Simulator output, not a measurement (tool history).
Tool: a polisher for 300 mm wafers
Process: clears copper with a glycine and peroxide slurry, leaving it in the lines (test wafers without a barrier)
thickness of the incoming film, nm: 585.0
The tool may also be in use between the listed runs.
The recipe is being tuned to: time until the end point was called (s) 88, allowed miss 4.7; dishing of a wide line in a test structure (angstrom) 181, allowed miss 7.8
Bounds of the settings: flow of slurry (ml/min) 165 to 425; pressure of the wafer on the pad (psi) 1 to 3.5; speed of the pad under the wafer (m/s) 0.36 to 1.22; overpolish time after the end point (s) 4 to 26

run,hour,flow of slurry (ml/min),pressure of the wafer on the pad (psi),speed of the pad under the wafer (m/s),overpolish time after the end point (s),time until the end point was called (s),dishing of a wide line in a test structure (angstrom)
1,0,275,2.2,0.78,13,132.83,171.03
2,8.3,275,2.2,0.98,13,116.59,170.34
3,13.7,275,2.4,1,13,107.51,170.81
4,18.9,275,2.4,0.86,13,116.91,171.17
5,24.5,275,2,0.86,13,129.16,169.59
6,26.1,275,2,0.78,13,137.92,170.03
7,31.9,280,2.4,0.84,13,119.32,170.94
8,40.4,280,2.7,0.86,14,107.77,177.13
9,44.7,280,2.9,0.88,14,103.34,181.46
10,53.3,280,3,0.9,14,96.396,176.5
11,60.6,280,3.1,0.9,14,94.571,178.21

Exactly one of the 5 candidate moves below puts every result within its allowed miss. Which one?
A,67.9,285,2.9,0.88,14,?,?
B,67.9,355,2.9,0.88,21,?,?
C,67.9,315,3,0.82,15,?,?
D,67.9,295,3.3,0.68,11,?,?
E,67.9,380,3.2,0.94,17,?,?

move,time until the end point was called (s),dishing of a wide line in a test structure (angstrom)
A,102.6,179.94
B,100.93,187.22
C,104.2,182.27
D,110.5,170.84
E,90.097,183.23
A: further off than the last run
B: further off than the last run
C: further off than the last run
D: further off than the last run
E: every result lands within tolerance
The move that meets every target is E.

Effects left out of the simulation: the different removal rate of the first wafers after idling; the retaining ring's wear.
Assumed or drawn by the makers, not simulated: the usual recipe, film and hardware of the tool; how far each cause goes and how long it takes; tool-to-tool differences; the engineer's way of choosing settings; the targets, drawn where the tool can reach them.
